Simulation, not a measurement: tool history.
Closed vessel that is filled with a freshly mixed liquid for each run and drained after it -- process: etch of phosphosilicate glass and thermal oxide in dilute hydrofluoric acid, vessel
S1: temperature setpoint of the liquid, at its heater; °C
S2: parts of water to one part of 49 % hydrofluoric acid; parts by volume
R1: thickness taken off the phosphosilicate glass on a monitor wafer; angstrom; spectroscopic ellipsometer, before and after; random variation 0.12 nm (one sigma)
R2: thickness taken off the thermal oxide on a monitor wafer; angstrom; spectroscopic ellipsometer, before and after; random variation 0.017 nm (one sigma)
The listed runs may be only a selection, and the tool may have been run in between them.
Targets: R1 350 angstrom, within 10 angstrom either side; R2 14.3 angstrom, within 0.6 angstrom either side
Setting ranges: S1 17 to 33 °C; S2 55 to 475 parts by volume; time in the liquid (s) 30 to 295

run 1 day=0 | S1=25 S2=265 time_in_the_liquid_(s)=150 | R1=624.2 R2=25.724
run 2 day=0.338 | S1=25 S2=335 time_in_the_liquid_(s)=150 | R1=460.59 R2=18.8
run 3 day=0.454 | S1=25 S2=285 time_in_the_liquid_(s)=150 | R1=570 R2=22.96
run 4 day=0.612 | S1=22.5 S2=300 time_in_the_liquid_(s)=150 | R1=488.04 R2=20.205
run 5 day=0.892 | S1=22.5 S2=235 time_in_the_liquid_(s)=150 | R1=665.39 R2=27.013
run 6 day=1.042 | S1=22.5 S2=235 time_in_the_liquid_(s)=95 | R1=419.6 R2=17.385
run 7 day=1.296 | S1=21 S2=235 time_in_the_liquid_(s)=95 | R1=398.34 R2=16.619
run 8 day=1.404 | S1=20 S2=235 time_in_the_liquid_(s)=95 | R1=384.06 R2=16.125
run 9 day=1.492 | S1=19.5 S2=240 time_in_the_liquid_(s)=95 | R1=366.8 R2=14.546

Which single option among these 4 for the next run brings every result within its allowed miss of target? Just one does.
run A day=1.579 | S1=20 S2=235 time_in_the_liquid_(s)=80 | R1=? R2=?
run B day=1.579 | S1=21 S2=240 time_in_the_liquid_(s)=85 | R1=? R2=?
run C day=1.579 | S1=23 S2=305 time_in_the_liquid_(s)=100 | R1=? R2=?
run D day=1.579 | S1=17 S2=235 time_in_the_liquid_(s)=90 | R1=? R2=?

move=A R1=324.83 R2=12.994
move=B R1=349.21 R2=13.969
move=C R1=326.6 R2=13.064
move=D R1=325.58 R2=13.023
A: takes the result that was furthest off past its target
B: meets every target
C: takes the result that was furthest off past its target
D: takes the result that was furthest off past its target
The right move is B.

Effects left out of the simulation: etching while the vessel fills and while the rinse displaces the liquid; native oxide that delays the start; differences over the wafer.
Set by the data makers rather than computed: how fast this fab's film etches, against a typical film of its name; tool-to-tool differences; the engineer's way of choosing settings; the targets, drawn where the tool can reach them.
